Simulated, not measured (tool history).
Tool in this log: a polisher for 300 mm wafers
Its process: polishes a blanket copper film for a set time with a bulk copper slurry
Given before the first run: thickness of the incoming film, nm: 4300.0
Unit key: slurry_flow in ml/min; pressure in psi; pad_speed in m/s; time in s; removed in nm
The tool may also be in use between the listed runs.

run	hour	slurry_flow	pressure	pad_speed	slurry_solids	time	removed
1	0	270	3.3	0.84	1	90	718.37
2	3.7	275	3.6	0.84	1	90	787.08
3	11.6	340	3.6	0.84	1	90	799.26
4	15.3	340	3.6	0.84	1	95	838.23
5	22.6	340	3.6	0.84	1.1	95	865.99
6	27	340	3.6	0.84	1.3	95	891.98

What does the tool deliver on the next run?
7	33.2	340	3.7	0.84	1.3	95	?

{"run 7": {"removed": 924.27}}
